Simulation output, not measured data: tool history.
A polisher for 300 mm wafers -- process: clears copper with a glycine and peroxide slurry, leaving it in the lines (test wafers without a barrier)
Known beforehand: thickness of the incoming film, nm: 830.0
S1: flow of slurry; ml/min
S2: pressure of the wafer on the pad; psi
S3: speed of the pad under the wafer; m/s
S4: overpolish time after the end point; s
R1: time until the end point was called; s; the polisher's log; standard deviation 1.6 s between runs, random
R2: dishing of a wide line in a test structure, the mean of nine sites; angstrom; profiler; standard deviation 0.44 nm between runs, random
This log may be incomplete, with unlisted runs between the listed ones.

run  hour   S1   S2    S3  S4      R1      R2
  1   0.0  190  2.9  0.92  11  156.18  327.56
  2   6.0  190  2.9  0.92  15  156.96  406.20
  3  14.2  190  2.9  0.78  15  178.85  380.78
  4  22.4  210  2.9  0.78  15  172.03  369.18
  5  31.1  210  2.9  0.94  15  150.13  415.98
  6  36.4  210  2.9  0.94  11  148.03  332.96
  7  40.3  225  2.8  0.94  10  155.68  309.88
  8  42.0  235  2.9  0.92   9  151.50  280.97
  9  45.8  245  2.9  0.92   8  151.34  270.98
 10  47.8  195  3.2  0.94   3  143.57  114.35
 11  49.6  205  3.1  0.94   3  145.86  118.21
 12  53.5  205  3.1  0.94   3  149.35  114.72

Run 13 is up next; what results do you expect?
 13  61.7  215  3.1  0.94   3   ?   ?

Run 13 produced R1 142.49 s, R2 113.10 angstrom.
